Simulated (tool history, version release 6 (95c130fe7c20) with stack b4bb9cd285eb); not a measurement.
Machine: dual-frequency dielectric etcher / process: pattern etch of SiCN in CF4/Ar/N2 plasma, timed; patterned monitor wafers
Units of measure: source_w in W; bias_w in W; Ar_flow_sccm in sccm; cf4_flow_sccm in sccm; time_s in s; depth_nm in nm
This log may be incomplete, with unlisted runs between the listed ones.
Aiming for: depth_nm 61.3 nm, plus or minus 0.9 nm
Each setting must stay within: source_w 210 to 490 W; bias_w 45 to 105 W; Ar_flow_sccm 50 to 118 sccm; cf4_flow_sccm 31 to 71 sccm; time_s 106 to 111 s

| run | hour | source_w | bias_w | Ar_flow_sccm | cf4_flow_sccm | time_s | depth_nm |
|---|---|---|---|---|---|---|---|
| 1 | 0 | 350 | 75 | 84 | 51 | 106 | 68.944 |
| 2 | 4 | 350 | 75 | 70 | 51 | 106 | 69.822 |
| 3 | 13 | 320 | 75 | 70 | 51 | 106 | 66.393 |
| 4 | 18.7 | 310 | 75 | 70 | 51 | 106 | 65.181 |
| 5 | 23.6 | 310 | 75 | 70 | 51 | 111 | 68.377 |
| 6 | 26 | 300 | 75 | 70 | 51 | 111 | 67.32 |
| 7 | 32.8 | 290 | 75 | 70 | 51 | 111 | 65.746 |
| 8 | 41.7 | 280 | 75 | 70 | 51 | 111 | 64.592 |
| 9 | 48.2 | 270 | 75 | 70 | 51 | 111 | 63.371 |

Consider the 4 candidate settings below. Which is the only one whose results all fall within their allowed miss of target?
| A | 54.7 | 250 | 80 | 69 | 52 | 109 | ? |
| B | 54.7 | 210 | 89 | 62 | 67 | 106 | ? |
| C | 54.7 | 250 | 74 | 72 | 50 | 108.5 | ? |
| D | 54.7 | 290 | 77 | 62 | 45 | 109 | ? |

| move | depth_nm |
|---|---|
| A | 61.534 |
| B | 59.373 |
| C | 58.973 |
| D | 64.92 |
A: in spec on every target
B: takes the biggest miss from the last run beyond its target
C: takes the biggest miss from the last run beyond its target
D: misses by more than the last run did
So the answer is move A, the one that meets all the targets.

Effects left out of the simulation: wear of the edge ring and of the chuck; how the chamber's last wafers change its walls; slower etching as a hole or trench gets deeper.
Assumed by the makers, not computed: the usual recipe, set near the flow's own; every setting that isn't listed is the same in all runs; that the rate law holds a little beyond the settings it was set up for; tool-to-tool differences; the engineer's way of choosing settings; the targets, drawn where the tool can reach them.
